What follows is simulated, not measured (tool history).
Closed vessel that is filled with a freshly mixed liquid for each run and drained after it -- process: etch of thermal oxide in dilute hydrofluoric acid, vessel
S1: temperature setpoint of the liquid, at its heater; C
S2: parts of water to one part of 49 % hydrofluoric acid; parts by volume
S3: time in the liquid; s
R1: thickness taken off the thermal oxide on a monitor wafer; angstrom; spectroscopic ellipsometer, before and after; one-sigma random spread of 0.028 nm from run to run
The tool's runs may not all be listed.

run  hour    S1   S2   S3      R1
  1   0.0  24.0  240  410  67.541
  2   2.6  24.0  190  410  91.727
  3   4.7  24.0  270  410  58.934
  4   8.2  23.0  275  410  55.847
  5  13.6  23.0  275  410  55.656
  6  16.3  23.0  275  440  59.393
  7  18.2  22.5  280  440  57.533
  8  24.3  22.0  285  440  55.458
  9  27.3  21.5  290  440  53.158
 10  33.8  21.0  295  440  50.807

Run 11 comes next. What will it give?
 11  34.7  20.5  300  440   ?

Run 11 yielded R1 49.042 angstrom.
